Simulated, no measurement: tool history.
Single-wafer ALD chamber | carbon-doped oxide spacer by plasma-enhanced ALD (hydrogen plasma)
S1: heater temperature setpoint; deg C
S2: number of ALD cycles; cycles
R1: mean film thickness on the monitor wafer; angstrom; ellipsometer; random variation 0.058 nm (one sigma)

run 1 hour=0 | S1=390 S2=444 | R1=207.75
run 2 hour=7.9 | S1=390 S2=411 | R1=192.33
run 3 hour=12.5 | S1=390 S2=390 | R1=182.89
run 4 hour=22.1 | S1=399 S2=390 | R1=182.99
run 5 hour=28 | S1=403 S2=390 | R1=180.92
run 6 hour=37.4 | S1=396 S2=390 | R1=183.24
run 7 hour=43 | S1=396 S2=370 | R1=173.16

The next listed run, before its measurement:
run 8 hour=46.7 | S1=396 S2=357 | R1=?

Run 8 gave R1 167.42 angstrom.
